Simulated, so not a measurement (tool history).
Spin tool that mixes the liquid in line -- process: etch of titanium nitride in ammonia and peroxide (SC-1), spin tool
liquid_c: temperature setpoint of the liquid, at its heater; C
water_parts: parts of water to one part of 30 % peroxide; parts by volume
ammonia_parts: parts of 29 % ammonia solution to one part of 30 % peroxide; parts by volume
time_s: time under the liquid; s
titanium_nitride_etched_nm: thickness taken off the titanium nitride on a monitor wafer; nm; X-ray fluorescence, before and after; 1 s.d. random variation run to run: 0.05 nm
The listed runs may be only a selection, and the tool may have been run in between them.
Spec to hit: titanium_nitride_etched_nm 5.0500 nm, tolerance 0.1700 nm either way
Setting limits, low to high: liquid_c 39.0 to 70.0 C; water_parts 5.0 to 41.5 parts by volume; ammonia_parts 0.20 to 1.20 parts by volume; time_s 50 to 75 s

run 1 hour=0.0 | liquid_c=55.0 water_parts=23.0 ammonia_parts=0.75 time_s=75 | titanium_nitride_etched_nm=3.2281
run 2 hour=7.4 | liquid_c=55.0 water_parts=23.0 ammonia_parts=0.75 time_s=75 | titanium_nitride_etched_nm=3.1925
run 3 hour=16.4 | liquid_c=55.0 water_parts=23.0 ammonia_parts=1.00 time_s=75 | titanium_nitride_etched_nm=3.3506
run 4 hour=22.6 | liquid_c=55.0 water_parts=27.0 ammonia_parts=1.00 time_s=75 | titanium_nitride_etched_nm=3.1365
run 5 hour=25.8 | liquid_c=52.5 water_parts=27.0 ammonia_parts=1.00 time_s=75 | titanium_nitride_etched_nm=2.5868
run 6 hour=30.9 | liquid_c=52.5 water_parts=33.5 ammonia_parts=1.00 time_s=75 | titanium_nitride_etched_nm=2.3108
run 7 hour=39.1 | liquid_c=60.5 water_parts=33.0 ammonia_parts=1.00 time_s=75 | titanium_nitride_etched_nm=4.0012
run 8 hour=47.4 | liquid_c=61.5 water_parts=33.0 ammonia_parts=1.00 time_s=75 | titanium_nitride_etched_nm=4.3199
run 9 hour=50.7 | liquid_c=62.0 water_parts=33.0 ammonia_parts=1.00 time_s=75 | titanium_nitride_etched_nm=4.3917
-- hour=53.7 ammonia flow meter replaced
run 10 hour=53.7 | liquid_c=62.0 water_parts=33.0 ammonia_parts=1.00 time_s=75 | titanium_nitride_etched_nm=4.5278
run 11 hour=62.2 | liquid_c=62.5 water_parts=33.0 ammonia_parts=1.00 time_s=75 | titanium_nitride_etched_nm=4.7227
run 12 hour=68.6 | liquid_c=63.0 water_parts=33.0 ammonia_parts=1.00 time_s=75 | titanium_nitride_etched_nm=4.6805

Exercise: of the 5 proposed moves below, exactly one satisfies all targets within the stated allowed misses. Which move is it?
run A hour=75.0 | liquid_c=62.0 water_parts=30.5 ammonia_parts=1.05 time_s=75 | titanium_nitride_etched_nm=?
run B hour=75.0 | liquid_c=59.5 water_parts=24.0 ammonia_parts=1.00 time_s=75 | titanium_nitride_etched_nm=?
run C hour=75.0 | liquid_c=64.5 water_parts=36.0 ammonia_parts=1.00 time_s=75 | titanium_nitride_etched_nm=?
run D hour=75.0 | liquid_c=65.0 water_parts=32.5 ammonia_parts=1.05 time_s=75 | titanium_nitride_etched_nm=?
run E hour=75.0 | liquid_c=64.0 water_parts=41.5 ammonia_parts=1.20 time_s=75 | titanium_nitride_etched_nm=?

move=A titanium_nitride_etched_nm=4.6574
move=B titanium_nitride_etched_nm=4.4832
move=C titanium_nitride_etched_nm=4.9360
move=D titanium_nitride_etched_nm=5.4482
move=E titanium_nitride_etched_nm=4.5594
A: lands further from the targets than the last run did
B: lands further from the targets than the last run did
C: each result inside its tolerance
D: carries the result that was furthest off beyond its target, to the other side
E: lands further from the targets than the last run did
C meets every target.

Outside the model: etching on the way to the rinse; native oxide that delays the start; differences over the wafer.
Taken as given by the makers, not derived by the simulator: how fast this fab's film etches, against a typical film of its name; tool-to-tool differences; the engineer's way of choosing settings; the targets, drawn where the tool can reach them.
